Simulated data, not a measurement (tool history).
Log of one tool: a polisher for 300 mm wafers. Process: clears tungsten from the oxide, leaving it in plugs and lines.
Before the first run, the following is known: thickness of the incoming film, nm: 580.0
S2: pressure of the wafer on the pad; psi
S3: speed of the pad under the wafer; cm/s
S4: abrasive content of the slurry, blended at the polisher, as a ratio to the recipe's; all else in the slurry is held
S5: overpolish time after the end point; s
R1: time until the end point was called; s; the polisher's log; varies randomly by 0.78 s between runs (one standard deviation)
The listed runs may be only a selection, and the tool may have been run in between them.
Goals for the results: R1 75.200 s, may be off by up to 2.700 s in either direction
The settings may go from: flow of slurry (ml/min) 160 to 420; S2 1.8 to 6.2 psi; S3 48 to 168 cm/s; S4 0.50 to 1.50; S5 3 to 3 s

{"run": 1, "hour": 0.0, "flow of slurry (ml/min)": 270, "S2": 4.0, "S3": 108, "S4": 1.0, "S5": 3, "R1": 91.886}
{"run": 2, "hour": 6.7, "flow of slurry (ml/min)": 210, "S2": 4.0, "S3": 108, "S4": 1.0, "S5": 3, "R1": 93.835}
{"run": 3, "hour": 8.2, "flow of slurry (ml/min)": 210, "S2": 4.2, "S3": 108, "S4": 1.0, "S5": 3, "R1": 90.532}
{"run": 4, "hour": 11.9, "flow of slurry (ml/min)": 210, "S2": 4.2, "S3": 108, "S4": 1.0, "S5": 3, "R1": 88.785}
{"run": 5, "hour": 15.6, "flow of slurry (ml/min)": 210, "S2": 4.3, "S3": 108, "S4": 1.0, "S5": 3, "R1": 86.061}
{"run": 6, "hour": 16.8, "flow of slurry (ml/min)": 210, "S2": 4.4, "S3": 108, "S4": 1.0, "S5": 3, "R1": 84.19}
{"run": 7, "hour": 21.0, "flow of slurry (ml/min)": 210, "S2": 4.5, "S3": 108, "S4": 1.0, "S5": 3, "R1": 83.398}
{"run": 8, "hour": 22.1, "flow of slurry (ml/min)": 210, "S2": 4.6, "S3": 108, "S4": 1.0, "S5": 3, "R1": 83.45}
{"run": 9, "hour": 22.8, "flow of slurry (ml/min)": 210, "S2": 4.7, "S3": 108, "S4": 1.0, "S5": 3, "R1": 80.612}
{"run": 10, "hour": 23.3, "flow of slurry (ml/min)": 210, "S2": 4.7, "S3": 108, "S4": 1.0, "S5": 3, "R1": 79.703}

Which of these 4 next moves meets every target?
{"run": "A", "hour": 23.8, "flow of slurry (ml/min)": 285, "S2": 4.1, "S3": 118, "S4": 0.75, "S5": 3, "R1": "?"}
{"run": "B", "hour": 23.8, "flow of slurry (ml/min)": 235, "S2": 4.6, "S3": 112, "S4": 0.95, "S5": 3, "R1": "?"}
{"run": "C", "hour": 23.8, "flow of slurry (ml/min)": 175, "S2": 5.7, "S3": 98, "S4": 0.9, "S5": 3, "R1": "?"}
{"run": "D", "hour": 23.8, "flow of slurry (ml/min)": 280, "S2": 5.1, "S3": 88, "S4": 1.1, "S5": 3, "R1": "?"}

move=A R1=90.020
move=B R1=78.942
move=C R1=73.595
move=D R1=80.909
A: further off than the last run
B: nearer the targets than the last run, but a result is still out of spec
C: in spec on every target
D: further off than the last run
C is the move that brings every result within its allowed miss.
